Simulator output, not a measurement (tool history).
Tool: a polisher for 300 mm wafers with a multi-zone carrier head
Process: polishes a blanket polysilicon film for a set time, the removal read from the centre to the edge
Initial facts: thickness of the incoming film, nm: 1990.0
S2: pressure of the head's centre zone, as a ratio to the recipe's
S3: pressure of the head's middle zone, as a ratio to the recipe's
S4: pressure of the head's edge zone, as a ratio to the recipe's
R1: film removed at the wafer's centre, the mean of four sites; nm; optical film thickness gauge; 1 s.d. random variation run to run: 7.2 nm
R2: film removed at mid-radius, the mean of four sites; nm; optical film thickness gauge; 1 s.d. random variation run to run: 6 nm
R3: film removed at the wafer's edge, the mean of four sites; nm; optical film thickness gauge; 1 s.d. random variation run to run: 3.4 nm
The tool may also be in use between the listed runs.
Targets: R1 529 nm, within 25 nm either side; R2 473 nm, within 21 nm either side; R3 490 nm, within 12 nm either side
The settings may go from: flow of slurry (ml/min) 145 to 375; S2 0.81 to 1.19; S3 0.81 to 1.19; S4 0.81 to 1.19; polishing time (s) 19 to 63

run 1 hour=0 | flow_of_slurry_(ml/min)=240 S2=1 S3=1 S4=1 polishing_time_(s)=41 | R1=338.58 R2=329.16 R3=334.26
run 2 hour=4.5 | flow_of_slurry_(ml/min)=245 S2=1.02 S3=1.01 S4=1.02 polishing_time_(s)=43 | R1=368.07 R2=352.4 R3=352.48
run 3 hour=8.1 | flow_of_slurry_(ml/min)=245 S2=1.02 S3=1.01 S4=0.98 polishing_time_(s)=43 | R1=358.6 R2=352.62 R3=349.52
run 4 hour=10.5 | flow_of_slurry_(ml/min)=250 S2=1.03 S3=1.01 S4=1 polishing_time_(s)=45 | R1=381.62 R2=366.24 R3=370.93
run 5 hour=11.3 | flow_of_slurry_(ml/min)=255 S2=1.04 S3=1.02 S4=1.02 polishing_time_(s)=46 | R1=397.74 R2=387.91 R3=378.8
run 6 hour=15.7 | flow_of_slurry_(ml/min)=255 S2=1.05 S3=1.01 S4=1.03 polishing_time_(s)=48 | R1=419.05 R2=403.1 R3=401.38
run 7 hour=22.1 | flow_of_slurry_(ml/min)=260 S2=1.06 S3=1 S4=1.04 polishing_time_(s)=49 | R1=436.45 R2=402.26 R3=414.34
run 8 hour=27.6 | flow_of_slurry_(ml/min)=265 S2=1.07 S3=1 S4=1.05 polishing_time_(s)=50 | R1=456.65 R2=408.2 R3=423.76
run 9 hour=29.6 | flow_of_slurry_(ml/min)=265 S2=1.07 S3=1 S4=1.06 polishing_time_(s)=51 | R1=446.45 R2=418.62 R3=431.61
run 10 hour=30.9 | flow_of_slurry_(ml/min)=265 S2=1.08 S3=1 S4=1.06 polishing_time_(s)=52 | R1=472.17 R2=424.29 R3=446.64
run 11 hour=33.7 | flow_of_slurry_(ml/min)=270 S2=1.09 S3=1.01 S4=1.07 polishing_time_(s)=53 | R1=481.98 R2=444.24 R3=446.6
run 12 hour=42.3 | flow_of_slurry_(ml/min)=270 S2=1.09 S3=1.01 S4=1.07 polishing_time_(s)=54 | R1=488.13 R2=442.83 R3=463.57

Pick the move, out of 5, that brings all results within their allowed miss; only one does.
run A hour=50.9 | flow_of_slurry_(ml/min)=280 S2=1.08 S3=0.86 S4=1.11 polishing_time_(s)=57 | R1=? R2=? R3=?
run B hour=50.9 | flow_of_slurry_(ml/min)=230 S2=0.96 S3=0.97 S4=1.13 polishing_time_(s)=51 | R1=? R2=? R3=?
run C hour=50.9 | flow_of_slurry_(ml/min)=290 S2=1 S3=0.95 S4=1 polishing_time_(s)=59 | R1=? R2=? R3=?
run D hour=50.9 | flow_of_slurry_(ml/min)=320 S2=1.13 S3=1.05 S4=1.16 polishing_time_(s)=55 | R1=? R2=? R3=?
run E hour=50.9 | flow_of_slurry_(ml/min)=230 S2=1.01 S3=0.95 S4=1.11 polishing_time_(s)=54 | R1=? R2=? R3=?

move=A R1=513.49 R2=424.03 R3=489.5
move=B R1=399.51 R2=403.31 R3=434.27
move=C R1=493.86 R2=470.65 R3=486.4
move=D R1=525.95 R2=473.54 R3=484.57
move=E R1=445.16 R2=420.95 R3=456.47
A: brings the result that was furthest off to its target, and leaves another outside
B: moves away from the targets compared with the last run
C: brings the result that was furthest off to its target, and leaves another outside
D: all results in spec
E: moves away from the targets compared with the last run
Answer: D
